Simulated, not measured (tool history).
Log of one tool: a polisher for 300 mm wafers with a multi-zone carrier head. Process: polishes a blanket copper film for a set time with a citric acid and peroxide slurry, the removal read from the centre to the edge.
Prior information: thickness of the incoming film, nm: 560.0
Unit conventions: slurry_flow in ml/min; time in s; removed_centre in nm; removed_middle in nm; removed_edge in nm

run,hour,slurry_flow,centre_zone,middle_zone,edge_zone,slurry_solids,time,removed_centre,removed_middle,removed_edge
1,0,225,1,1,1,1,50,99.246,101.4,102.73
2,4,260,1,1,1,1,50,100.49,104.57,102.8
3,5.2,255,0.95,0.97,0.94,0.85,41,76.091,79.805,78.73
4,12.3,255,1.01,0.97,0.94,0.85,41,80.517,80.009,77.779
5,19.8,255,1.1,0.97,0.94,0.85,41,87.275,79.968,78.016
6,22.8,255,1.1,0.97,0.94,1.05,41,93.105,84.01,82.365
7,29.2,250,1.02,0.95,0.92,0.9,36,71.088,70.233,69.438
8,32.7,250,0.97,0.93,0.89,0.75,33,59.605,59.92,60.777
9,37.9,250,0.94,0.93,0.87,0.65,31,52.243,54.162,52.778
10,39.7,230,0.91,0.92,0.85,0.65,31,49.802,53.739,53.024
11,42.6,230,0.9,0.91,0.84,0.6,31,47.857,52.129,51.347

Run 12, settings as shown, results not yet in. Your forecast:
12,45.7,190,0.87,0.89,0.81,0.5,30,?,?,?

{"run 12": {"removed_centre": 41.381, "removed_middle": 46.063, "removed_edge": 44.594}}

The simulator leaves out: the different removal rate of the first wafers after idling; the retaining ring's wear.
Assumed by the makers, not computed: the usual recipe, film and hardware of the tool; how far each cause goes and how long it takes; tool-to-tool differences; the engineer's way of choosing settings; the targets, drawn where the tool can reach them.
